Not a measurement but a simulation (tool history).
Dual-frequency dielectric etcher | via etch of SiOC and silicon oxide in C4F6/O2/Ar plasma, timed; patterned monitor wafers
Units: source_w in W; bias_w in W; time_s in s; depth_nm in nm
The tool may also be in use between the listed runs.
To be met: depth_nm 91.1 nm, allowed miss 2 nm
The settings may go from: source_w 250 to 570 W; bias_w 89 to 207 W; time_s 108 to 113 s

run,day,source_w,bias_w,time_s,depth_nm
1,0,410,148,108,117.43
2,0.283,380,139,108,111.69
3,0.408,360,133,108,107.24
4,0.462,340,129,108,103.7
# day 0.662: bias power generator calibrated
5,0.662,320,126,108,101.14
6,0.804,310,123,108,99.27
7,0.992,300,121,108,97.256
8,1.154,290,120,108,94.913

5 next moves are on the table. One of them brings every result within its allowed miss. Which?
A,1.317,270,123,112.5,?
B,1.317,260,107,108,?
C,1.317,270,111,109.5,?
D,1.317,250,141,111.5,?
E,1.317,270,126,113,?

move,depth_nm
A,96.903
B,87.552
C,91.313
D,97.038
E,98.087
A: further off than the last run
B: takes the result that was furthest off past its target
C: meets every target
D: further off than the last run
E: further off than the last run
Move C is the one to make.
